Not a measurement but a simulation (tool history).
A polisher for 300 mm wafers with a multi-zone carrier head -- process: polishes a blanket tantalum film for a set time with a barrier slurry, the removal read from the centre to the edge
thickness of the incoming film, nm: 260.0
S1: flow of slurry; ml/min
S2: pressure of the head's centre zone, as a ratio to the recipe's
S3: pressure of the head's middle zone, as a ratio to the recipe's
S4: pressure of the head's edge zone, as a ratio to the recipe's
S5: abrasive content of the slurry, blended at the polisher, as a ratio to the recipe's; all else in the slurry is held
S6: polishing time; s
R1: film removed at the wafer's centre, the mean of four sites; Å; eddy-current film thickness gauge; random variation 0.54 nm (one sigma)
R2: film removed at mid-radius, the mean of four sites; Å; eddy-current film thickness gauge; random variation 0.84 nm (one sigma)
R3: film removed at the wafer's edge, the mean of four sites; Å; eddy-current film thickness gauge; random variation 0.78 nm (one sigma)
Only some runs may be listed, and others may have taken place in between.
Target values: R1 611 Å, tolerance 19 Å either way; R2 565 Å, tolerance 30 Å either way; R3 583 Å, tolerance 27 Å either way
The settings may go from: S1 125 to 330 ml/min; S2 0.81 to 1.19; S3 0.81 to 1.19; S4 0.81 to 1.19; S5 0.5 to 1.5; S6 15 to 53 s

| run | hour | S1 | S2 | S3 | S4 | S5 | S6 | R1 | R2 | R3 |
|---|---|---|---|---|---|---|---|---|---|---|
| 1 | 0 | 210 | 1 | 1 | 1 | 1 | 34 | 819.46 | 790.54 | 812.25 |
| 2 | 3.2 | 210 | 1 | 0.99 | 0.98 | 0.9 | 33 | 783.26 | 738.14 | 765.1 |
| 3 | 11.7 | 210 | 0.99 | 0.99 | 0.96 | 0.85 | 32 | 738.56 | 713.15 | 735.57 |
| 4 | 12.9 | 210 | 0.99 | 0.99 | 0.96 | 0.85 | 27 | 617.76 | 600.35 | 619.6 |
| 5 | 19.4 | 210 | 0.92 | 0.99 | 0.96 | 0.85 | 27 | 566.01 | 605.3 | 619.32 |
| 6 | 20.1 | 210 | 0.92 | 0.99 | 0.96 | 0.75 | 27 | 562.68 | 582.44 | 610.96 |
| 7 | 28.8 | 215 | 0.93 | 0.99 | 0.95 | 0.75 | 27 | 584.31 | 592.33 | 597.72 |
| 8 | 33 | 220 | 0.93 | 0.98 | 0.95 | 0.75 | 27 | 567.1 | 590.17 | 610.7 |
| 9 | 37 | 215 | 0.94 | 0.98 | 0.95 | 0.75 | 27 | 579.45 | 594.36 | 599.37 |

Which single option among these 5 for the next run brings every result within its allowed miss of target? Just one does.
| A | 41 | 255 | 0.91 | 1.07 | 0.87 | 0.7 | 28 | ? | ? | ? |
| B | 41 | 215 | 0.83 | 0.95 | 0.94 | 0.5 | 33 | ? | ? | ? |
| C | 41 | 145 | 0.97 | 0.96 | 1.08 | 0.55 | 29 | ? | ? | ? |
| D | 41 | 160 | 1.04 | 0.98 | 1.17 | 0.7 | 27 | ? | ? | ? |
| E | 41 | 310 | 0.98 | 0.92 | 0.9 | 0.5 | 28 | ? | ? | ? |

| move | R1 | R2 | R3 |
|---|---|---|---|
| A | 583.95 | 661.82 | 598.32 |
| B | 580.43 | 654.94 | 682.69 |
| C | 568.22 | 555.9 | 624.44 |
| D | 601.29 | 556.5 | 637.34 |
| E | 608.06 | 562.3 | 585.04 |
A: the biggest miss grows against the last run
B: the biggest miss grows against the last run
C: the biggest miss grows against the last run
D: the furthest-off result lands on target, but another misses its tolerance
E: hits every target within its allowed miss
The move that meets every target is E.
